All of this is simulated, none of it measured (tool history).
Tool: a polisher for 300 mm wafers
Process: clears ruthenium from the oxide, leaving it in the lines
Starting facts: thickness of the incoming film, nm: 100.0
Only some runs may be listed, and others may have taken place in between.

run,hour,flow of slurry (ml/min),pressure of the wafer on the pad (psi),speed of the pad under the wafer (m/s),overpolish time after the end point (s),time until the end point was called (s)
1,0,240,2.7,1,6,71.395
2,5.6,240,2.5,1,6,76.499
3,10.1,240,2.5,1.16,6,67.255
4,12.5,240,3.1,1.16,6,54.634
5,17.7,240,2.6,1.16,6,65.145
6,19.6,240,2.3,1.16,6,72.807
7,23.2,240,2.1,1.16,6,77.991

Run 8, settings as shown, results not yet in. Your forecast:
8,30.7,240,2,1.16,6,?

time until the end point was called (s): 79.91
